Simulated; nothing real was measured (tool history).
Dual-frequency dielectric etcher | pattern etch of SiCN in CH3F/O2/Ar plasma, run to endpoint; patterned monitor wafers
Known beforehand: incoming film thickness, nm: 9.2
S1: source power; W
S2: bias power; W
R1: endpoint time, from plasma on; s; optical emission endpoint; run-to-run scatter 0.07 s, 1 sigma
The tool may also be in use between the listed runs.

run  hour   S1   S2      R1
  1     0  410   90  20.818
  2   7.4  440   93   19.96
  3   9.7  470   95   19.42
  4  14.9  470   83  20.765
  5  20.1  490   88  20.025
  6  21.8  550   88  19.292
  7  30.6  550   92   18.77
  8  37.8  550   95  18.312
  9  39.5  550   96  18.261
 10  44.4  550   97  18.172
 11  48.8  550   98  18.085
 12    55  550   99  17.883
 13  60.4  550  100  17.856

The next listed run, before its measurement:
 14  65.4  550  101   ?

{"run 14": {"R1": 17.687}}
